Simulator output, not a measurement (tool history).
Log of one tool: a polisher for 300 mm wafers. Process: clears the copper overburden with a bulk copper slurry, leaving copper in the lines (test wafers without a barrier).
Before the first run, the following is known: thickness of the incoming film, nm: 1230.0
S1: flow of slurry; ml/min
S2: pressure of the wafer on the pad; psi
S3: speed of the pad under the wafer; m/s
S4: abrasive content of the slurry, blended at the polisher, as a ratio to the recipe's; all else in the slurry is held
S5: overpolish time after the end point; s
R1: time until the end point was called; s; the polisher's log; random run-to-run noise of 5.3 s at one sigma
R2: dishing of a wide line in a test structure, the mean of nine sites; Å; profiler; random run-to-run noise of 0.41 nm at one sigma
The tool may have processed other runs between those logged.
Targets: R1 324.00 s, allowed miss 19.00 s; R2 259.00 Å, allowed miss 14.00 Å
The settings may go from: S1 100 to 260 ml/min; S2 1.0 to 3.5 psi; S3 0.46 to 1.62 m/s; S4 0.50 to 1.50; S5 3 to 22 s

Run 1, day 0.000: S1 165 ml/min, S2 2.2 psi, S3 1.04 m/s, S4 1.00, S5 11 s. Result: R1 201.93 s, R2 465.34 Å.
Run 2, day 0.188: S1 205 ml/min, S2 2.2 psi, S3 1.04 m/s, S4 1.00, S5 11 s. Result: R1 195.78 s, R2 486.69 Å.
Run 3, day 0.379: S1 205 ml/min, S2 2.0 psi, S3 1.04 m/s, S4 1.00, S5 10 s. Result: R1 210.70 s, R2 395.70 Å.
Run 4, day 0.462: S1 205 ml/min, S2 2.3 psi, S3 1.04 m/s, S4 1.00, S5 10 s. Result: R1 188.08 s, R2 462.77 Å.
Run 5, day 0.583: S1 205 ml/min, S2 2.0 psi, S3 1.04 m/s, S4 1.00, S5 10 s. Result: R1 216.13 s, R2 410.01 Å.
Run 6, day 0.696: S1 205 ml/min, S2 1.8 psi, S3 1.04 m/s, S4 1.00, S5 10 s. Result: R1 238.95 s, R2 374.72 Å.
Run 7, day 1.033: S1 205 ml/min, S2 1.7 psi, S3 1.04 m/s, S4 1.00, S5 10 s. Result: R1 250.82 s, R2 357.40 Å.
Run 8, day 1.188: S1 205 ml/min, S2 1.6 psi, S3 1.04 m/s, S4 1.00, S5 10 s. Result: R1 263.24 s, R2 325.95 Å.
Run 9, day 1.312: S1 205 ml/min, S2 1.5 psi, S3 1.04 m/s, S4 1.00, S5 10 s. Result: R1 283.31 s, R2 319.03 Å.
Run 10, day 1.650: S1 205 ml/min, S2 1.4 psi, S3 1.04 m/s, S4 1.00, S5 10 s. Result: R1 305.10 s, R2 295.53 Å.

Exactly one of the 5 candidate moves below puts every result within its allowed miss. Which one?
Run A, day 1.988: S1 225 ml/min, S2 1.4 psi, S3 0.98 m/s, S4 0.95, S5 9 s. Result: R1 ?, R2 ?.
Run B, day 1.988: S1 220 ml/min, S2 1.3 psi, S3 1.02 m/s, S4 1.10, S5 12 s. Result: R1 ?, R2 ?.
Run C, day 1.988: S1 190 ml/min, S2 1.4 psi, S3 0.98 m/s, S4 1.05, S5 10 s. Result: R1 ?, R2 ?.
Run D, day 1.988: S1 200 ml/min, S2 1.2 psi, S3 1.16 m/s, S4 0.85, S5 12 s. Result: R1 ?, R2 ?.
Run E, day 1.988: S1 180 ml/min, S2 1.5 psi, S3 0.94 m/s, S4 0.85, S5 13 s. Result: R1 ?, R2 ?.

move      R1      R2
   A  334.61  260.73
   B  337.18  328.49
   C  335.95  284.51
   D  340.54  323.44
   E  342.86  350.52
A: every result lands within tolerance
B: misses by more than the last run did
C: nearer the targets than the last run, but a result is still out of spec
D: misses by more than the last run did
E: misses by more than the last run did
A meets every target.
